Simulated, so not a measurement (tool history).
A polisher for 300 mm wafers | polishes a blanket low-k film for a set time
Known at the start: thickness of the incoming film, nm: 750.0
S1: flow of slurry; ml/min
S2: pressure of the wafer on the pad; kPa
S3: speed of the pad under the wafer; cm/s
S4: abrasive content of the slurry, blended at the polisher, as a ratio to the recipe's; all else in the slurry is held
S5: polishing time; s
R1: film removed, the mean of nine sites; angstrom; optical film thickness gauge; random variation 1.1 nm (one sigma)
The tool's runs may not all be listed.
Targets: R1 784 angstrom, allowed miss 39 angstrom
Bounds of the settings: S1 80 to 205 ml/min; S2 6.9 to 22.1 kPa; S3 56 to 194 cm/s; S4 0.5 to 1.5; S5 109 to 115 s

Run 1, day 0: S1 135 ml/min, S2 14.5 kPa, S3 124 cm/s, S4 1, S5 109 s. Result: R1 475.06 angstrom.
Run 2, day 0.333: S1 135 ml/min, S2 14.5 kPa, S3 124 cm/s, S4 0.8, S5 109 s. Result: R1 414.46 angstrom.
Run 3, day 0.383: S1 155 ml/min, S2 14.5 kPa, S3 124 cm/s, S4 0.8, S5 109 s. Result: R1 418.12 angstrom.
Run 4, day 0.433: S1 155 ml/min, S2 14.5 kPa, S3 124 cm/s, S4 0.6, S5 109 s. Result: R1 334.78 angstrom.
At day 0.8: conditioning disc replaced and pad reconditioned.
Run 5, day 0.8: S1 155 ml/min, S2 15.2 kPa, S3 132 cm/s, S4 0.6, S5 109 s. Result: R1 467.05 angstrom.
Run 6, day 0.983: S1 155 ml/min, S2 17.2 kPa, S3 132 cm/s, S4 0.6, S5 109 s. Result: R1 512.97 angstrom.
Run 7, day 1.25: S1 155 ml/min, S2 17.9 kPa, S3 132 cm/s, S4 0.6, S5 109 s. Result: R1 519.99 angstrom.
Run 8, day 1.45: S1 155 ml/min, S2 18.6 kPa, S3 134 cm/s, S4 0.6, S5 109 s. Result: R1 535.04 angstrom.
Run 9, day 1.604: S1 155 ml/min, S2 19.3 kPa, S3 136 cm/s, S4 0.6, S5 109 s. Result: R1 559.28 angstrom.

5 next moves are on the table. One of them brings every result within its allowed miss. Which?
Run A, day 1.758: S1 155 ml/min, S2 20 kPa, S3 150 cm/s, S4 0.65, S5 115 s. Result: R1 ?.
Run B, day 1.758: S1 130 ml/min, S2 21.4 kPa, S3 146 cm/s, S4 0.5, S5 110 s. Result: R1 ?.
Run C, day 1.758: S1 145 ml/min, S2 20 kPa, S3 142 cm/s, S4 0.5, S5 115 s. Result: R1 ?.
Run D, day 1.758: S1 150 ml/min, S2 20 kPa, S3 150 cm/s, S4 0.75, S5 115 s. Result: R1 ?.
Run E, day 1.758: S1 145 ml/min, S2 19.3 kPa, S3 150 cm/s, S4 0.65, S5 115 s. Result: R1 ?.

move      R1
   A  684.82
   B  499.37
   C  500.43
   D  764.46
   E  660.79
A: nearer than the last run, and not there yet
B: further off than the last run
C: further off than the last run
D: meets every target
E: nearer than the last run, and not there yet
The right move is D.

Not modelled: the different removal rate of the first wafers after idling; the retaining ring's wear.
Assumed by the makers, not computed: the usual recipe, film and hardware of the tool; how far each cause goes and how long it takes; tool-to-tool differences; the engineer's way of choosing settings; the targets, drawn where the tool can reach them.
